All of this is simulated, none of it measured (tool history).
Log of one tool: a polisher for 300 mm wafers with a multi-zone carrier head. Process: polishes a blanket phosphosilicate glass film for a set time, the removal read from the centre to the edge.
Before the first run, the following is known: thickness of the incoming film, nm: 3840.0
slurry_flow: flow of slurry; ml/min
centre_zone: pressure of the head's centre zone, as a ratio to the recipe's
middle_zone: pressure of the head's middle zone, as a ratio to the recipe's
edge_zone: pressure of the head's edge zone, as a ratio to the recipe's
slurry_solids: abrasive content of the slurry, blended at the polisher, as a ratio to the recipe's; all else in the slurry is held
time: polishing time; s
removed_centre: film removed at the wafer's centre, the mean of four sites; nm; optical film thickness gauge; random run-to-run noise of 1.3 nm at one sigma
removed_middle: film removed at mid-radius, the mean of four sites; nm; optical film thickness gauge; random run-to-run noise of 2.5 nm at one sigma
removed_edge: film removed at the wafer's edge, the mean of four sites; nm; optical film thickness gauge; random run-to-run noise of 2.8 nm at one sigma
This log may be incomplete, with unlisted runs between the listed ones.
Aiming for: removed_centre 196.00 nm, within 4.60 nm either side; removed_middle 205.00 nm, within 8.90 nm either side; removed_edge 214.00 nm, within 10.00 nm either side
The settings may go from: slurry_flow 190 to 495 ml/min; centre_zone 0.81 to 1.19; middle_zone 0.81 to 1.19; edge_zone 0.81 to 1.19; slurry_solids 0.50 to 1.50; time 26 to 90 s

run    day  slurry_flow  centre_zone  middle_zone  edge_zone  slurry_solids  time  removed_centre  removed_middle  removed_edge
  1  0.000          320         1.00         1.00       1.00           1.00    58          571.05          551.81        576.56
  2  0.238          320         1.00         1.00       1.00           1.00    67          658.79          657.53        664.16
  3  0.388          320         1.00         1.00       1.00           0.90    67          612.70          611.88        632.73
  4  0.762          290         0.96         0.98       0.95           0.80    57          452.66          455.40        477.72
  5  0.929          285         0.94         0.98       0.92           0.75    50          367.09          372.39        382.92
  6  1.112          285         0.92         0.97       0.90           0.70    46          304.21          321.62        323.17
  7  1.458          285         0.91         0.94       0.88           0.65    44          268.07          279.78        279.43
  8  1.679          275         0.89         0.91       0.87           0.65    44          259.42          279.17        284.72
  9  1.750          275         0.89         0.89       0.86           0.60    43          231.34          237.18        250.58
 10  1.862          290         0.88         0.88       0.85           0.60    43          226.90          241.68        247.24
 11  2.004          270         0.86         0.81       0.82           0.50    38          148.21          156.64        163.43
 12  2.338          310         0.87         0.82       0.84           0.50    37          150.04          150.67        162.93
 13  2.492          290         0.88         0.85       0.86           0.50    37          147.96          151.69        164.82
 14  2.762          290         0.88         0.85       0.86           0.50    37          149.53          155.10        164.21
 15  3.012          310         0.88         0.87       0.87           0.50    37          152.12          152.57        165.14
 16  3.267          290         0.89         0.89       0.88           0.50    37          149.74          154.43        165.44
 17  3.588          295         0.89         0.92       0.88           0.50    37          151.33          156.65        165.68
 18  3.633          300         0.98         1.02       0.98           0.75    37          278.82          287.64        298.33
 19  3.950          340         0.96         1.00       0.97           0.75    37          281.57          286.30        294.43
 20  4.296          350         0.93         0.96       0.95           0.75    37          271.34          283.77        293.89

Exactly one of the 4 candidate moves below puts every result within its allowed miss. Which one?
  A  4.642          330         0.86         0.95       0.86           0.75    31               ?               ?             ?
  B  4.642          355         0.90         0.97       1.00           0.65    28               ?               ?             ?
  C  4.642          260         0.88         0.89       1.03           0.75    31               ?               ?             ?
  D  4.642          305         0.92         0.95       0.96           0.75    27               ?               ?             ?

move  removed_centre  removed_middle  removed_edge
   A          212.01          232.74        235.77
   B          173.71          184.27        197.65
   C          210.33          219.47        251.03
   D          195.20          200.99        214.46
A: moves toward the targets from the last run without getting all of them in spec
B: the result that was furthest off in the last run now lies on the other side of its target
C: moves toward the targets from the last run without getting all of them in spec
D: every result within its allowed miss
D meets every target.
